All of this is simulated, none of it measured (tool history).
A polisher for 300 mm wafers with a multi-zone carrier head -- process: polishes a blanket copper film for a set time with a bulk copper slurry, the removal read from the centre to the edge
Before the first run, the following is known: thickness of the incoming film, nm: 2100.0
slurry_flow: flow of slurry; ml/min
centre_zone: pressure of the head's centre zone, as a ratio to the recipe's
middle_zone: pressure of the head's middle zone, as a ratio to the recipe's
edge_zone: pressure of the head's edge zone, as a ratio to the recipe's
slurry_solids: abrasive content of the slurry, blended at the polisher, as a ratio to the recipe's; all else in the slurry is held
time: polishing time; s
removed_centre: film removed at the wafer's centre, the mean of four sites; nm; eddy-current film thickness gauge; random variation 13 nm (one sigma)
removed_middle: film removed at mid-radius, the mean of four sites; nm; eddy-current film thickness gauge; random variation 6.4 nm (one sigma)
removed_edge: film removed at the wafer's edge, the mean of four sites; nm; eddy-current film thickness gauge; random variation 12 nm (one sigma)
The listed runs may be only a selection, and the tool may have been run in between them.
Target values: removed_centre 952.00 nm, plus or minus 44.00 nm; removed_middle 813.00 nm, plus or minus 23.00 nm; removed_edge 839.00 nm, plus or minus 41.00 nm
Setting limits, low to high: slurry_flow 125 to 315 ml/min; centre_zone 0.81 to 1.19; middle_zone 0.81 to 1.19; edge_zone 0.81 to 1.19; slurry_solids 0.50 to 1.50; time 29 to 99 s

Run 1, hour 0.0: slurry_flow 205 ml/min, centre_zone 1.00, middle_zone 1.00, edge_zone 1.00, slurry_solids 1.00, time 64 s. Result: removed_centre 574.09 nm, removed_middle 589.56 nm, removed_edge 605.94 nm.
Run 2, hour 3.4: slurry_flow 210 ml/min, centre_zone 1.02, middle_zone 1.00, edge_zone 1.01, slurry_solids 1.05, time 65 s. Result: removed_centre 597.56 nm, removed_middle 607.82 nm, removed_edge 636.98 nm.
Run 3, hour 8.3: slurry_flow 210 ml/min, centre_zone 1.09, middle_zone 1.00, edge_zone 1.01, slurry_solids 1.05, time 65 s. Result: removed_centre 653.04 nm, removed_middle 602.72 nm, removed_edge 634.77 nm.
Run 4, hour 10.8: slurry_flow 240 ml/min, centre_zone 1.09, middle_zone 1.00, edge_zone 1.01, slurry_solids 1.05, time 65 s. Result: removed_centre 674.05 nm, removed_middle 632.47 nm, removed_edge 640.51 nm.
At hour 16.7: slurry nozzle cleaned.
Run 5, hour 16.7: slurry_flow 240 ml/min, centre_zone 1.09, middle_zone 1.00, edge_zone 1.01, slurry_solids 0.90, time 65 s. Result: removed_centre 703.13 nm, removed_middle 651.48 nm, removed_edge 678.76 nm.
Run 6, hour 21.6: slurry_flow 240 ml/min, centre_zone 1.17, middle_zone 1.00, edge_zone 1.01, slurry_solids 0.90, time 65 s. Result: removed_centre 757.80 nm, removed_middle 652.26 nm, removed_edge 683.78 nm.
Run 7, hour 27.5: slurry_flow 245 ml/min, centre_zone 1.17, middle_zone 1.00, edge_zone 1.01, slurry_solids 0.90, time 66 s. Result: removed_centre 788.95 nm, removed_middle 680.51 nm, removed_edge 687.33 nm.
Run 8, hour 33.0: slurry_flow 250 ml/min, centre_zone 1.17, middle_zone 1.00, edge_zone 1.02, slurry_solids 0.85, time 66 s. Result: removed_centre 768.88 nm, removed_middle 670.22 nm, removed_edge 690.22 nm.
Run 9, hour 36.9: slurry_flow 250 ml/min, centre_zone 1.17, middle_zone 1.00, edge_zone 1.02, slurry_solids 0.85, time 67 s. Result: removed_centre 772.37 nm, removed_middle 673.90 nm, removed_edge 686.72 nm.
Run 10, hour 43.6: slurry_flow 250 ml/min, centre_zone 1.17, middle_zone 1.00, edge_zone 1.02, slurry_solids 0.85, time 69 s. Result: removed_centre 791.89 nm, removed_middle 701.24 nm, removed_edge 724.22 nm.
Run 11, hour 52.1: slurry_flow 255 ml/min, centre_zone 1.17, middle_zone 1.00, edge_zone 1.02, slurry_solids 0.85, time 70 s. Result: removed_centre 818.43 nm, removed_middle 704.35 nm, removed_edge 728.13 nm.

Below are 5 possible settings for the next run. Only one of them brings all results inside the allowed miss of their targets. Which is it?
Run A, hour 60.6: slurry_flow 210 ml/min, centre_zone 1.16, middle_zone 0.99, edge_zone 1.07, slurry_solids 0.80, time 92 s. Result: removed_centre ?, removed_middle ?, removed_edge ?.
Run B, hour 60.6: slurry_flow 215 ml/min, centre_zone 1.04, middle_zone 1.07, edge_zone 1.16, slurry_solids 0.70, time 87 s. Result: removed_centre ?, removed_middle ?, removed_edge ?.
Run C, hour 60.6: slurry_flow 220 ml/min, centre_zone 1.01, middle_zone 1.06, edge_zone 1.09, slurry_solids 0.85, time 82 s. Result: removed_centre ?, removed_middle ?, removed_edge ?.
Run D, hour 60.6: slurry_flow 315 ml/min, centre_zone 1.14, middle_zone 0.97, edge_zone 1.01, slurry_solids 1.05, time 77 s. Result: removed_centre ?, removed_middle ?, removed_edge ?.
Run E, hour 60.6: slurry_flow 220 ml/min, centre_zone 0.95, middle_zone 1.01, edge_zone 1.17, slurry_solids 0.80, time 82 s. Result: removed_centre ?, removed_middle ?, removed_edge ?.

move  removed_centre  removed_middle  removed_edge
   A         1037.80          875.13        937.13
   B          863.13          865.70        903.92
   C          819.79          840.24        855.65
   D          946.14          794.62        830.95
   E          762.28          799.06        878.43
A: the result that was furthest off in the last run now lies on the other side of its target
B: the result that was furthest off in the last run now lies on the other side of its target
C: the result that was furthest off in the last run now lies on the other side of its target
D: meets every target
E: brings the last run's worst result on target, with another outside its allowed miss
So the answer is move D, the one that meets all the targets.
